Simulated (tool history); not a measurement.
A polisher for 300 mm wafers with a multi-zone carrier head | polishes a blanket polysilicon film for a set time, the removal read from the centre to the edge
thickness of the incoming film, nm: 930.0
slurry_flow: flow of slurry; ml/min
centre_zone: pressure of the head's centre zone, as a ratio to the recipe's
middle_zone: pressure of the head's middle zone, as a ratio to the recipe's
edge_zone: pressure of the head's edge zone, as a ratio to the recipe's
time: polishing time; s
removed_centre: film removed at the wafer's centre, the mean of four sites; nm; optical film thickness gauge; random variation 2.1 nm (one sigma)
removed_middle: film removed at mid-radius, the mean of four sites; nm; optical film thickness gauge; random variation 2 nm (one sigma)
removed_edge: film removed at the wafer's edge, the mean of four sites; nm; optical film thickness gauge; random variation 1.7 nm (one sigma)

run  hour  slurry_flow  centre_zone  middle_zone  edge_zone  time  removed_centre  removed_middle  removed_edge
  1     0          285            1            1          1    47          264.71          282.62        267.99
  2   5.5          285            1         0.93          1    47          267.18          262.98        272.95
  3  11.7          285            1         0.93       0.98    43          243.91          239.94        243.88
  4  20.1          285         0.99         0.92       0.96    40           227.1          217.38        227.02
  5  27.1          350         0.99         0.92       0.96    40          229.97          220.79        234.83
  6    29          350         0.99         0.92       0.96    34          192.29           187.7        197.63
  7  31.8          345         0.99         0.92       0.95    33          191.92          180.74        192.42
  8  35.2          340         0.98         0.93       0.94    32          178.92          182.78         182.8
  9  42.4          335         0.98         0.92       0.92    31          170.79          177.55        175.42
 10  46.1          330         0.99         0.91       0.91    31          178.42          172.39        172.17

The next listed run, before its measurement:
 11  53.2          325         0.98          0.9        0.9    31               ?               ?             ?

{"run 11": {"removed_centre": 177.61, "removed_middle": 167.69, "removed_edge": 173.82}}
